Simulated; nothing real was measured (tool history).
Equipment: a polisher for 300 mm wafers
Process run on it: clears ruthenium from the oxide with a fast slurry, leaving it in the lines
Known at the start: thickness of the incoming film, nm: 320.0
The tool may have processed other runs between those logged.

run	hour	flow of slurry (ml/min)	pressure of the wafer on the pad (psi)	speed of the pad under the wafer (m/s)	abrasive content of the slurry	overpolish time after the end point (s)	time until the end point was called (s)	dishing of a wide line in a test structure (Å)
1	0	275	3	1.22	1	16	51.285	719.06
2	3.5	275	3.6	1.22	1	16	44.036	816.8
3	6.4	275	3.8	1.22	1	17	40.192	918.8
4	15.1	235	3.8	1.22	1	17	41.087	863.97
5	23.2	170	3.8	1.22	1	17	43.719	887.06
6	27.9	170	3.8	1.22	1.15	17	40.377	904.87
7	28.7	175	3.9	1.22	1.15	17	39.31	920.84

The next listed run, before its measurement:
8	30	175	4	1.22	1.15	18	?	?

time until the end point was called (s): 38.522
dishing of a wide line in a test structure (Å): 1002.9
